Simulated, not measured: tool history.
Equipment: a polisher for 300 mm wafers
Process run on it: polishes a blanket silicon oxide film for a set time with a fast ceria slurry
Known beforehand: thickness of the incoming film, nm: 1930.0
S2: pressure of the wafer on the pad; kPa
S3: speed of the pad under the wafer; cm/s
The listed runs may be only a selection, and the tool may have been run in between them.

run 1 hour=0 | flow_of_slurry_(ml/min)=160 S2=15.9 S3=78 polishing_time_(s)=95 | film_removed_(nm)=991.93
run 2 hour=4.8 | flow_of_slurry_(ml/min)=160 S2=17.9 S3=78 polishing_time_(s)=95 | film_removed_(nm)=1120.9
run 3 hour=10 | flow_of_slurry_(ml/min)=155 S2=15.2 S3=76 polishing_time_(s)=95 | film_removed_(nm)=929.09
run 4 hour=11.7 | flow_of_slurry_(ml/min)=115 S2=15.2 S3=76 polishing_time_(s)=95 | film_removed_(nm)=867.56
run 5 hour=12.5 | flow_of_slurry_(ml/min)=115 S2=16.5 S3=76 polishing_time_(s)=95 | film_removed_(nm)=948.17
run 6 hour=20.5 | flow_of_slurry_(ml/min)=115 S2=14.5 S3=76 polishing_time_(s)=95 | film_removed_(nm)=834.38
run 7 hour=22.3 | flow_of_slurry_(ml/min)=110 S2=10.3 S3=74 polishing_time_(s)=95 | film_removed_(nm)=584.76
run 8 hour=25.2 | flow_of_slurry_(ml/min)=105 S2=8.3 S3=74 polishing_time_(s)=95 | film_removed_(nm)=461.02

For run 9, what comes out?
run 9 hour=33.9 | flow_of_slurry_(ml/min)=110 S2=8.3 S3=74 polishing_time_(s)=95 | film_removed_(nm)=?

For run 9 the tool returned film removed (nm) 467.05.
